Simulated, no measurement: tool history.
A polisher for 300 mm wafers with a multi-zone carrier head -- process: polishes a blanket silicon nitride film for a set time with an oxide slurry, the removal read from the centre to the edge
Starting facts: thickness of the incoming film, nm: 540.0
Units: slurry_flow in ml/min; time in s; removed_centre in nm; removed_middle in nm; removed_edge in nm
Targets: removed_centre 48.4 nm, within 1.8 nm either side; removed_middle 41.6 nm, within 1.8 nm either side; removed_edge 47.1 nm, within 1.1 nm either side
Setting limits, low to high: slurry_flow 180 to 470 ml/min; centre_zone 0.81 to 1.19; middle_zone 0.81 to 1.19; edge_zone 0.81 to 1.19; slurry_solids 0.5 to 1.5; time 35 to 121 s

run 1 hour=0 | slurry_flow=300 centre_zone=1 middle_zone=1 edge_zone=1 slurry_solids=1 time=78 | removed_centre=70.327 removed_middle=70.813 removed_edge=70.74
run 2 hour=3.3 | slurry_flow=300 centre_zone=1 middle_zone=1 edge_zone=1 slurry_solids=1 time=70 | removed_centre=63.887 removed_middle=61.382 removed_edge=64.171
run 3 hour=5.4 | slurry_flow=295 centre_zone=0.99 middle_zone=0.96 edge_zone=0.96 slurry_solids=0.85 time=70 | removed_centre=59.889 removed_middle=57.995 removed_edge=59.469
run 4 hour=9.4 | slurry_flow=295 centre_zone=0.99 middle_zone=0.96 edge_zone=0.96 slurry_solids=0.95 time=70 | removed_centre=62.195 removed_middle=59.91 removed_edge=61.337
run 5 hour=16.3 | slurry_flow=290 centre_zone=0.99 middle_zone=0.92 edge_zone=0.96 slurry_solids=0.8 time=68 | removed_centre=55.393 removed_middle=52.008 removed_edge=55.736
run 6 hour=24.4 | slurry_flow=290 centre_zone=0.99 middle_zone=0.92 edge_zone=0.96 slurry_solids=0.6 time=68 | removed_centre=50.222 removed_middle=46.596 removed_edge=49.981
run 7 hour=29.9 | slurry_flow=285 centre_zone=0.99 middle_zone=0.89 edge_zone=0.95 slurry_solids=0.6 time=68 | removed_centre=50.338 removed_middle=46.008 removed_edge=49.813
run 8 hour=33.9 | slurry_flow=280 centre_zone=0.99 middle_zone=0.87 edge_zone=0.94 slurry_solids=0.6 time=68 | removed_centre=49.483 removed_middle=44.494 removed_edge=49.701
run 9 hour=35.8 | slurry_flow=255 centre_zone=1.01 middle_zone=0.83 edge_zone=0.85 slurry_solids=0.55 time=68 | removed_centre=48.756 removed_middle=40.993 removed_edge=45.281
run 10 hour=44.3 | slurry_flow=260 centre_zone=1 middle_zone=0.83 edge_zone=0.86 slurry_solids=0.55 time=68 | removed_centre=48.114 removed_middle=41.106 removed_edge=45.638
run 11 hour=45 | slurry_flow=265 centre_zone=1 middle_zone=0.83 edge_zone=0.87 slurry_solids=0.55 time=68 | removed_centre=48.171 removed_middle=41.054 removed_edge=45.473
run 12 hour=49.2 | slurry_flow=270 centre_zone=0.99 middle_zone=0.83 edge_zone=0.93 slurry_solids=0.6 time=68 | removed_centre=49.84 removed_middle=43.502 removed_edge=49.882
run 13 hour=50.2 | slurry_flow=265 centre_zone=0.99 middle_zone=0.83 edge_zone=0.91 slurry_solids=0.6 time=68 | removed_centre=49.532 removed_middle=42.465 removed_edge=48.639

Of the 5 settings listed for the next run, only one would bring every result within its allowed miss of target. Which one?
run A hour=51.2 | slurry_flow=180 centre_zone=0.98 middle_zone=0.81 edge_zone=0.94 slurry_solids=0.75 time=69 | removed_centre=? removed_middle=? removed_edge=?
run B hour=51.2 | slurry_flow=255 centre_zone=0.98 middle_zone=0.84 edge_zone=1.02 slurry_solids=0.6 time=60 | removed_centre=? removed_middle=? removed_edge=?
run C hour=51.2 | slurry_flow=220 centre_zone=0.98 middle_zone=0.81 edge_zone=0.85 slurry_solids=0.55 time=72 | removed_centre=? removed_middle=? removed_edge=?
run D hour=51.2 | slurry_flow=305 centre_zone=0.99 middle_zone=0.92 edge_zone=0.91 slurry_solids=0.5 time=71 | removed_centre=? removed_middle=? removed_edge=?
run E hour=51.2 | slurry_flow=240 centre_zone=0.95 middle_zone=0.83 edge_zone=0.89 slurry_solids=0.55 time=73 | removed_centre=? removed_middle=? removed_edge=?

move=A removed_centre=51.259 removed_middle=43.671 removed_edge=52.714
move=B removed_centre=42.686 removed_middle=37.213 removed_edge=44.886
move=C removed_centre=48.533 removed_middle=41.228 removed_edge=47.247
move=D removed_centre=48.256 removed_middle=44.668 removed_edge=47.306
move=E removed_centre=48.36 removed_middle=43.023 removed_edge=49.241
A: lands further from the targets than the last run did
B: takes the biggest miss from the last run beyond its target
C: all results land within tolerance of their targets
D: puts the biggest miss on target and leaves a different result outside tolerance
E: lands further from the targets than the last run did
C meets every target.

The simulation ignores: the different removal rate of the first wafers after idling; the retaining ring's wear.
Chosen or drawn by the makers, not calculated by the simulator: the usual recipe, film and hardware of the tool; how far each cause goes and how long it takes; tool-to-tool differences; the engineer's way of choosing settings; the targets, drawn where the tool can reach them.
